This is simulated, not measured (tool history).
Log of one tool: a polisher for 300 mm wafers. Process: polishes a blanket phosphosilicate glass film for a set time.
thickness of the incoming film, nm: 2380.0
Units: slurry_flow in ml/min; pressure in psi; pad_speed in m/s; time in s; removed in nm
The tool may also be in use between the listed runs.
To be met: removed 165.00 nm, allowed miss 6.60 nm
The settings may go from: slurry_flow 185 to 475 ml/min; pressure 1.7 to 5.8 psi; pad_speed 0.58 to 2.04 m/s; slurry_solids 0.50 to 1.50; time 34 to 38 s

run 1 hour=0.0 | slurry_flow=305 pressure=3.7 pad_speed=1.30 slurry_solids=1.00 time=38 | removed=475.05
run 2 hour=1.9 | slurry_flow=305 pressure=3.7 pad_speed=0.98 slurry_solids=1.00 time=38 | removed=375.42
run 3 hour=9.4 | slurry_flow=305 pressure=3.7 pad_speed=0.98 slurry_solids=1.20 time=38 | removed=424.47
run 4 hour=15.0 | slurry_flow=305 pressure=3.5 pad_speed=0.94 slurry_solids=1.20 time=38 | removed=393.00
run 5 hour=20.1 | slurry_flow=305 pressure=3.5 pad_speed=0.94 slurry_solids=1.05 time=38 | removed=355.53
run 6 hour=26.9 | slurry_flow=305 pressure=2.6 pad_speed=0.94 slurry_solids=1.05 time=38 | removed=279.59
run 7 hour=33.8 | slurry_flow=305 pressure=2.5 pad_speed=0.90 slurry_solids=1.05 time=38 | removed=259.14
run 8 hour=40.2 | slurry_flow=305 pressure=2.4 pad_speed=0.86 slurry_solids=1.05 time=38 | removed=244.13
run 9 hour=47.1 | slurry_flow=305 pressure=2.3 pad_speed=0.84 slurry_solids=1.05 time=38 | removed=229.86
run 10 hour=50.2 | slurry_flow=305 pressure=2.2 pad_speed=0.82 slurry_solids=1.05 time=38 | removed=214.50
run 11 hour=55.7 | slurry_flow=305 pressure=2.1 pad_speed=0.80 slurry_solids=1.05 time=38 | removed=206.46
run 12 hour=62.2 | slurry_flow=305 pressure=2.1 pad_speed=0.78 slurry_solids=1.05 time=38 | removed=201.40
run 13 hour=70.9 | slurry_flow=305 pressure=1.9 pad_speed=0.74 slurry_solids=1.05 time=38 | removed=180.14

Which of these 5 next moves meets every target?
run A hour=79.6 | slurry_flow=220 pressure=2.1 pad_speed=0.72 slurry_solids=0.95 time=36 | removed=?
run B hour=79.6 | slurry_flow=305 pressure=1.8 pad_speed=0.74 slurry_solids=1.15 time=38 | removed=?
run C hour=79.6 | slurry_flow=310 pressure=2.2 pad_speed=0.66 slurry_solids=1.10 time=38 | removed=?
run D hour=79.6 | slurry_flow=375 pressure=2.1 pad_speed=0.72 slurry_solids=0.95 time=37 | removed=?
run E hour=79.6 | slurry_flow=300 pressure=2.5 pad_speed=0.58 slurry_solids=1.20 time=35 | removed=?

move=A removed=164.87
move=B removed=180.78
move=C removed=188.81
move=D removed=177.11
move=E removed=181.31
A: meets every target
B: as far off as the last run
C: further off than the last run
D: nearer than the last run, and not there yet
E: further off than the last run
Move A is the one to make.
